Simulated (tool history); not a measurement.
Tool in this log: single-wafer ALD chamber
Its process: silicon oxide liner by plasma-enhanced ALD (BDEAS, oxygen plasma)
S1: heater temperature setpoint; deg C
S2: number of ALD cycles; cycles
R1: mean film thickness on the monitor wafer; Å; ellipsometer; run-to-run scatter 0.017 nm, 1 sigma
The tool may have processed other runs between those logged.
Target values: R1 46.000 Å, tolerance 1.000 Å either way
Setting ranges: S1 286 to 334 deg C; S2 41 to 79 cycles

{"run": 1, "day": 0.0, "S1": 310, "S2": 60, "R1": 50.537}
{"run": 2, "day": 0.075, "S1": 310, "S2": 59, "R1": 49.887}
{"run": 3, "day": 0.258, "S1": 316, "S2": 59, "R1": 49.363}
{"run": 4, "day": 0.538, "S1": 307, "S2": 59, "R1": 50.08}
{"run": 5, "day": 0.729, "S1": 307, "S2": 58, "R1": 49.224}
{"run": 6, "day": 0.821, "S1": 307, "S2": 67, "R1": 56.876}
{"run": 7, "day": 1.092, "S1": 307, "S2": 66, "R1": 56.208}
{"run": 8, "day": 1.271, "S1": 307, "S2": 65, "R1": 55.108}

Which one of the following 4 next-run settings gets every result inside its allowed miss? There is exactly one.
{"run": "A", "day": 1.45, "S1": 296, "S2": 68, "R1": "?"}
{"run": "B", "day": 1.45, "S1": 314, "S2": 61, "R1": "?"}
{"run": "C", "day": 1.45, "S1": 304, "S2": 54, "R1": "?"}
{"run": "D", "day": 1.45, "S1": 305, "S2": 69, "R1": "?"}

move=A R1=59.273
move=B R1=51.365
move=C R1=46.214
move=D R1=58.957
A: misses by more than the last run did
B: nearer the targets than the last run, but a result is still out of spec
C: hits every target within its allowed miss
D: misses by more than the last run did
So the answer is move C, the one that meets all the targets.
